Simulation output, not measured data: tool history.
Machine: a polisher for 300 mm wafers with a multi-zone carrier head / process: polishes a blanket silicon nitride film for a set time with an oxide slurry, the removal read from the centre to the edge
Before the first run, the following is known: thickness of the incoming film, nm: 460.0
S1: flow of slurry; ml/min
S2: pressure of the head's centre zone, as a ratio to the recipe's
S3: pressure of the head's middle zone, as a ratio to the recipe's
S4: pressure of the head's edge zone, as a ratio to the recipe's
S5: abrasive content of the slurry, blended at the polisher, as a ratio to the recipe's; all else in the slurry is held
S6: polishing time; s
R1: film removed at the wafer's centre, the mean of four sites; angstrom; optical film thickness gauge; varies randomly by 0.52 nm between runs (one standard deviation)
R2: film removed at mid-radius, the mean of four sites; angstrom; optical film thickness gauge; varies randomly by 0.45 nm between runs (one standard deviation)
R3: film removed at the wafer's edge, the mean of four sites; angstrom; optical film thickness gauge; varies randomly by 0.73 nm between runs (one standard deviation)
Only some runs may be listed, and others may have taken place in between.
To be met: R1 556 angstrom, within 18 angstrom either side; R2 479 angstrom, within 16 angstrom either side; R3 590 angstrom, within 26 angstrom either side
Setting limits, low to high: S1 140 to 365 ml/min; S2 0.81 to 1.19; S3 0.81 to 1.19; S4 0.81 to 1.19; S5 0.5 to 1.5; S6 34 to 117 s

run,day,S1,S2,S3,S4,S5,S6,R1,R2,R3
1,0,235,1,1,1,1,75,852.84,766.26,811.6
2,0.246,230,0.99,0.98,1,0.95,74,796.62,728.94,792.42
3,0.267,230,0.99,0.96,0.99,0.9,73,766.2,686.18,730.14
4,0.317,230,0.99,0.96,0.99,1.05,73,810.96,737.36,790.96
5,0.646,230,0.99,0.96,1.04,1.05,73,825.88,741.95,826.72
6,0.767,225,0.98,0.94,1.04,1,73,778.98,704.8,808.77
7,0.979,220,0.98,0.92,1.03,0.95,73,774.27,683.75,741.31
8,1.158,235,0.97,0.91,1.05,0.9,72,741.86,660.61,751.81
9,1.221,235,0.97,0.9,1.06,0.85,71,719.98,607.01,718.58
10,1.454,235,0.96,0.89,1.06,0.8,71,672.84,602.93,698.1
# day 1.804: centre zone pressure recalibrated
11,1.804,235,0.96,0.89,1.06,0.8,71,645.8,597.6,699.19

Which one of the following 4 next-run settings gets every result inside its allowed miss? There is exactly one.
A,2.154,190,0.82,1.15,0.81,0.85,78,?,?,?
B,2.154,150,0.88,0.85,0.86,0.85,90,?,?,?
C,2.154,290,0.85,0.94,1.09,0.8,87,?,?,?
D,2.154,200,1.06,0.9,1.17,0.85,57,?,?,?

move,R1,R2,R3
A,593.28,797.95,692.98
B,693.56,679.72,792.03
C,708.57,771.04,881.87
D,562.81,477.26,591.76
A: lands further from the targets than the last run did
B: lands further from the targets than the last run did
C: lands further from the targets than the last run did
D: all results land within tolerance of their targets
So the answer is move D, the one that meets all the targets.
